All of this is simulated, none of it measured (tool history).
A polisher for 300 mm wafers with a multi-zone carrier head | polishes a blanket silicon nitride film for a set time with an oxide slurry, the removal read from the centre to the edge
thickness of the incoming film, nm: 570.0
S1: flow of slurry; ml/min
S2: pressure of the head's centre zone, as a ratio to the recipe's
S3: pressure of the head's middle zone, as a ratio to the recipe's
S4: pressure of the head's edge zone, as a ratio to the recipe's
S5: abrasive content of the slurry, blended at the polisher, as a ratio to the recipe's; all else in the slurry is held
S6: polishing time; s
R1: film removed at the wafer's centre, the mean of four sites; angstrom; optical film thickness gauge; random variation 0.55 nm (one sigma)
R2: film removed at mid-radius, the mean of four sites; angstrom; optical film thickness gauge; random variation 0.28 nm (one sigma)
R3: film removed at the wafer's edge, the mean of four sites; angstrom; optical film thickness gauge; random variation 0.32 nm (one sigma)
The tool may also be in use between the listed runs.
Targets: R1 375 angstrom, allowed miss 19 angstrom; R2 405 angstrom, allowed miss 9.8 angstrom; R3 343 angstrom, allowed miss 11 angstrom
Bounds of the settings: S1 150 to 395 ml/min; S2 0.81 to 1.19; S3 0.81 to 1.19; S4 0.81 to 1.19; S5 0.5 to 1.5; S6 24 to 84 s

run,hour,S1,S2,S3,S4,S5,S6,R1,R2,R3
1,0,250,1,1,1,1,54,416.51,428.09,396.07
2,1.7,240,0.99,1,0.95,0.95,54,396.98,418.09,376.02
3,7.9,230,0.99,1,0.91,0.95,54,410.04,411.38,366.4
4,11.6,225,0.97,1.01,0.89,0.95,54,387.73,415.5,357.57
5,15.6,225,0.97,1.01,0.89,0.95,44,321.78,339.09,294.67
6,18.4,250,1,1.04,0.93,1,44,339.29,358.38,306.3
7,26.5,260,1.02,1.06,0.97,1.05,44,367.54,379.16,323.22
8,33.7,270,1.02,1.07,0.99,1.05,44,363.14,381.42,332.03

5 next moves are on the table. One of them brings every result within its allowed miss. Which?
A,40.9,305,1.09,1.14,0.81,1.35,41,?,?,?
B,40.9,290,1.01,1.19,0.91,0.95,45,?,?,?
C,40.9,190,1.07,1.06,0.91,0.95,52,?,?,?
D,40.9,280,1,1.05,0.99,1.15,48,?,?,?
E,40.9,270,1.02,1.1,0.99,1.2,43,?,?,?

move,R1,R2,R3
A,417.69,426.99,320.21
B,357.51,409.73,311.33
C,412.95,406.97,346.72
D,413.7,430.69,379.5
E,384.06,407.8,345.46
A: takes the result that was furthest off past its target
B: brings the result that was furthest off to its target, and leaves another outside
C: brings the result that was furthest off to its target, and leaves another outside
D: takes the result that was furthest off past its target
E: meets every target
The right move is E.

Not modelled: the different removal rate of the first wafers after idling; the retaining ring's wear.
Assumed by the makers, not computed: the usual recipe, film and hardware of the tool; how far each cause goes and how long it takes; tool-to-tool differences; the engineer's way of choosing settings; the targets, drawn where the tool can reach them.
